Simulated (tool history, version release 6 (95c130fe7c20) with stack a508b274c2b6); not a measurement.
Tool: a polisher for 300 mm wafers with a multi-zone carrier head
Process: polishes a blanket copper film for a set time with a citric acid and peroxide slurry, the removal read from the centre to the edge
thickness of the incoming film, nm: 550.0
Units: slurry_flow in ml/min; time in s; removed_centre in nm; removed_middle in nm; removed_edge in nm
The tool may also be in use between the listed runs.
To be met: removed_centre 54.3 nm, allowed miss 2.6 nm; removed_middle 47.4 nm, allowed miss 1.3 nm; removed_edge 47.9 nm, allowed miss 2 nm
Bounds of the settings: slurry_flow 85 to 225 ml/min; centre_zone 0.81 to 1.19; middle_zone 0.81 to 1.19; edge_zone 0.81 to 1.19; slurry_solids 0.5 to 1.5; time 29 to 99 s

{"run": 1, "hour": 0.0, "slurry_flow": 145, "centre_zone": 1, "middle_zone": 1, "edge_zone": 1, "slurry_solids": 1, "time": 64, "removed_centre": 72.683, "removed_middle": 73.154, "removed_edge": 69.755}
{"run": 2, "hour": 1.5, "slurry_flow": 145, "centre_zone": 1, "middle_zone": 1, "edge_zone": 0.94, "slurry_solids": 1, "time": 64, "removed_centre": 72.388, "removed_middle": 73.1, "removed_edge": 68.687}
{"run": 3, "hour": 6.0, "slurry_flow": 140, "centre_zone": 1.02, "middle_zone": 0.97, "edge_zone": 0.92, "slurry_solids": 0.85, "time": 60, "removed_centre": 65.547, "removed_middle": 63.764, "removed_edge": 62.243}
{"run": 4, "hour": 12.0, "slurry_flow": 140, "centre_zone": 0.94, "middle_zone": 0.97, "edge_zone": 0.92, "slurry_solids": 0.85, "time": 60, "removed_centre": 60.25, "removed_middle": 64.04, "removed_edge": 61.505}
{"run": 5, "hour": 19.5, "slurry_flow": 140, "centre_zone": 0.99, "middle_zone": 0.96, "edge_zone": 0.89, "slurry_solids": 0.75, "time": 57, "removed_centre": 58.214, "removed_middle": 57.766, "removed_edge": 55.284}
{"run": 6, "hour": 26.1, "slurry_flow": 135, "centre_zone": 1.01, "middle_zone": 0.94, "edge_zone": 0.87, "slurry_solids": 0.7, "time": 56, "removed_centre": 56.918, "removed_middle": 54.44, "removed_edge": 53.232}
{"run": 7, "hour": 34.0, "slurry_flow": 130, "centre_zone": 1.03, "middle_zone": 0.93, "edge_zone": 0.85, "slurry_solids": 0.65, "time": 56, "removed_centre": 57.337, "removed_middle": 53.36, "removed_edge": 50.866}
{"run": 8, "hour": 38.7, "slurry_flow": 120, "centre_zone": 1.03, "middle_zone": 0.91, "edge_zone": 0.84, "slurry_solids": 0.65, "time": 56, "removed_centre": 55.592, "removed_middle": 51.643, "removed_edge": 51.077}
{"run": 9, "hour": 39.3, "slurry_flow": 115, "centre_zone": 1.04, "middle_zone": 0.9, "edge_zone": 0.83, "slurry_solids": 0.6, "time": 56, "removed_centre": 54.644, "removed_middle": 48.936, "removed_edge": 48.571}

5 next moves are on the table. One of them brings every result within its allowed miss. Which?
{"run": "A", "hour": 39.9, "slurry_flow": 125, "centre_zone": 0.99, "middle_zone": 0.93, "edge_zone": 0.87, "slurry_solids": 0.55, "time": 56, "removed_centre": "?", "removed_middle": "?", "removed_edge": "?"}
{"run": "B", "hour": 39.9, "slurry_flow": 135, "centre_zone": 1.02, "middle_zone": 0.92, "edge_zone": 0.83, "slurry_solids": 0.6, "time": 54, "removed_centre": "?", "removed_middle": "?", "removed_edge": "?"}
{"run": "C", "hour": 39.9, "slurry_flow": 105, "centre_zone": 1.06, "middle_zone": 0.97, "edge_zone": 0.88, "slurry_solids": 0.55, "time": 57, "removed_centre": "?", "removed_middle": "?", "removed_edge": "?"}
{"run": "D", "hour": 39.9, "slurry_flow": 130, "centre_zone": 1.04, "middle_zone": 0.88, "edge_zone": 0.84, "slurry_solids": 0.6, "time": 54, "removed_centre": "?", "removed_middle": "?", "removed_edge": "?"}
{"run": "E", "hour": 39.9, "slurry_flow": 125, "centre_zone": 1.01, "middle_zone": 0.9, "edge_zone": 0.81, "slurry_solids": 0.5, "time": 59, "removed_centre": "?", "removed_middle": "?", "removed_edge": "?"}

move=A removed_centre=50.916 removed_middle=50.88 removed_edge=49.063
move=B removed_centre=52.772 removed_middle=50.582 removed_edge=48.008
move=C removed_centre=52.458 removed_middle=51.019 removed_edge=48.462
move=D removed_centre=53.249 removed_middle=48.304 removed_edge=47.962
move=E removed_centre=53.493 removed_middle=50.987 removed_edge=49.083
A: further off than the last run
B: further off than the last run
C: further off than the last run
D: meets every target
E: further off than the last run
Answer: D
